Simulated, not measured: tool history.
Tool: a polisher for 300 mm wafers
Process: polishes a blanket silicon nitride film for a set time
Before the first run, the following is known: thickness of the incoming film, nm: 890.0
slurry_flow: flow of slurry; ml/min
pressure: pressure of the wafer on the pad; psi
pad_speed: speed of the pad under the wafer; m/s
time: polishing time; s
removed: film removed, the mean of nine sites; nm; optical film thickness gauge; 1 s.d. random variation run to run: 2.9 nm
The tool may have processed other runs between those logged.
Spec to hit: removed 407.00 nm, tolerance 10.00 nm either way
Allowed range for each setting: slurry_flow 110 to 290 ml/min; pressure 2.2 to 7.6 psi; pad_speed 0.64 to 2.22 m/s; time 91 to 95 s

run  hour  slurry_flow  pressure  pad_speed  time  removed
  1   0.0          185       4.9       1.42    91   255.34
  2   7.3          205       4.9       1.42    91   259.76
  3   8.4          215       5.4       1.42    91   285.13
  4  11.9          215       5.9       1.42    91   309.86
     17.0  -- head pressure recalibrated
  5  17.0          220       6.3       1.42    91   340.66
  6  23.3          225       6.5       1.42    91   358.02
  7  27.7          230       6.7       1.42    91   362.93
  8  30.1          230       6.9       1.42    91   369.62
  9  32.0          235       7.0       1.42    91   372.96

Consider the 4 candidate settings below. Which is the only one whose results all fall within their allowed miss of target?
  A  33.9          230       6.2       1.36    91        ?
  B  33.9          260       6.5       1.34    91        ?
  C  33.9          210       7.2       1.48    94        ?
  D  33.9          290       5.7       1.44    91        ?

move  removed
   A   328.73
   B   344.28
   C   401.48
   D   324.31
A: the biggest miss grows against the last run
B: the biggest miss grows against the last run
C: all results land within tolerance of their targets
D: the biggest miss grows against the last run
So the answer is move C, the one that meets all the targets.
